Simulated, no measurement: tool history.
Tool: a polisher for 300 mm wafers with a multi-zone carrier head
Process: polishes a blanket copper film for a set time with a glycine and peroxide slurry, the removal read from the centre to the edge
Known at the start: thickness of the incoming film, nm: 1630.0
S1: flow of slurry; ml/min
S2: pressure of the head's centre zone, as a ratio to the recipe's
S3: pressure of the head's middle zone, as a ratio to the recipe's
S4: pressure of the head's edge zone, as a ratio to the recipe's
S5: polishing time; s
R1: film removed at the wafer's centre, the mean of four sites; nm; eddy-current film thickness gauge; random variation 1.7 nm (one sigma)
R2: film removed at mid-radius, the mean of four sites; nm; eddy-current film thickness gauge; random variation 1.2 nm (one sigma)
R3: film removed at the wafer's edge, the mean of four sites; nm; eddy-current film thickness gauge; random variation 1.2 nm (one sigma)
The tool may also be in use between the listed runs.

{"run": 1, "day": 0.0, "S1": 175, "S2": 1, "S3": 1, "S4": 1, "S5": 66, "R1": 287.29, "R2": 274.42, "R3": 277.17}
{"run": 2, "day": 0.188, "S1": 165, "S2": 0.98, "S3": 0.97, "S4": 0.96, "S5": 60, "R1": 253.19, "R2": 246.23, "R3": 248.13}
{"run": 3, "day": 0.404, "S1": 160, "S2": 0.97, "S3": 0.94, "S4": 0.93, "S5": 55, "R1": 226.99, "R2": 219.46, "R3": 221.05}
{"run": 4, "day": 0.729, "S1": 160, "S2": 0.97, "S3": 0.94, "S4": 0.93, "S5": 70, "R1": 290.2, "R2": 278.44, "R3": 282.58}
{"run": 5, "day": 1.033, "S1": 155, "S2": 0.96, "S3": 0.91, "S4": 0.9, "S5": 63, "R1": 258.81, "R2": 242.03, "R3": 249.99}
{"run": 6, "day": 1.354, "S1": 150, "S2": 0.95, "S3": 0.9, "S4": 0.88, "S5": 58, "R1": 236.91, "R2": 219.28, "R3": 226}

Forecast run 7:
{"run": 7, "day": 1.658, "S1": 145, "S2": 0.93, "S3": 0.89, "S4": 0.86, "S5": 55, "R1": "?", "R2": "?", "R3": "?"}

R1: 221.09 nm
R2: 208.67 nm
R3: 212.51 nm
